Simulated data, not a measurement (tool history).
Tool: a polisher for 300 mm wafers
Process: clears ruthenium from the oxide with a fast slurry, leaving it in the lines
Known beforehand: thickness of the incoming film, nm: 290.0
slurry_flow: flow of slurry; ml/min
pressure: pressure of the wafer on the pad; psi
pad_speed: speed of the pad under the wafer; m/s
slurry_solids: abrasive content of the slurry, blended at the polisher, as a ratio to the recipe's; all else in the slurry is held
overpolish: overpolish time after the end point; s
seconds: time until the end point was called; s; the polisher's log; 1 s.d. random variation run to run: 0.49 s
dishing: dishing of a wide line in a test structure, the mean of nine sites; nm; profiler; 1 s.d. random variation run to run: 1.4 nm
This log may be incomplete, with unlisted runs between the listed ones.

Run 1, hour 0: slurry_flow 320 ml/min, pressure 2.4 psi, pad_speed 1.08 m/s, slurry_solids 1, overpolish 15 s. Result: seconds 63.358 s, dishing 51.501 nm.
Run 2, hour 1.7: slurry_flow 360 ml/min, pressure 2.4 psi, pad_speed 1.08 m/s, slurry_solids 1, overpolish 15 s. Result: seconds 61.723 s, dishing 50.729 nm.
Run 3, hour 2.3: slurry_flow 360 ml/min, pressure 2.4 psi, pad_speed 1.08 m/s, slurry_solids 1, overpolish 11 s. Result: seconds 63.256 s, dishing 39.284 nm.
Run 4, hour 3.7: slurry_flow 290 ml/min, pressure 2.4 psi, pad_speed 1.08 m/s, slurry_solids 1, overpolish 11 s. Result: seconds 64.331 s, dishing 38.453 nm.
Run 5, hour 11: slurry_flow 290 ml/min, pressure 2.4 psi, pad_speed 1.18 m/s, slurry_solids 1, overpolish 11 s. Result: seconds 58.039 s, dishing 42.438 nm.
Run 6, hour 19.7: slurry_flow 365 ml/min, pressure 2.4 psi, pad_speed 1.18 m/s, slurry_solids 1, overpolish 11 s. Result: seconds 57.315 s, dishing 42.051 nm.
Run 7, hour 25.3: slurry_flow 365 ml/min, pressure 2.5 psi, pad_speed 1.18 m/s, slurry_solids 1, overpolish 13 s. Result: seconds 55.13 s, dishing 52.507 nm.
Run 8, hour 29.8: slurry_flow 365 ml/min, pressure 2.6 psi, pad_speed 1.18 m/s, slurry_solids 1, overpolish 14 s. Result: seconds 52.185 s, dishing 56.53 nm.
Run 9, hour 38.4: slurry_flow 365 ml/min, pressure 2.6 psi, pad_speed 1.18 m/s, slurry_solids 1, overpolish 15 s. Result: seconds 52.488 s, dishing 60.017 nm.

The next listed run, before its measurement:
Run 10, hour 39.6: slurry_flow 365 ml/min, pressure 2.6 psi, pad_speed 1.18 m/s, slurry_solids 1, overpolish 16 s. Result: seconds ?, dishing ?.

{"run 10": {"seconds": 52.504, "dishing": 61.424}}

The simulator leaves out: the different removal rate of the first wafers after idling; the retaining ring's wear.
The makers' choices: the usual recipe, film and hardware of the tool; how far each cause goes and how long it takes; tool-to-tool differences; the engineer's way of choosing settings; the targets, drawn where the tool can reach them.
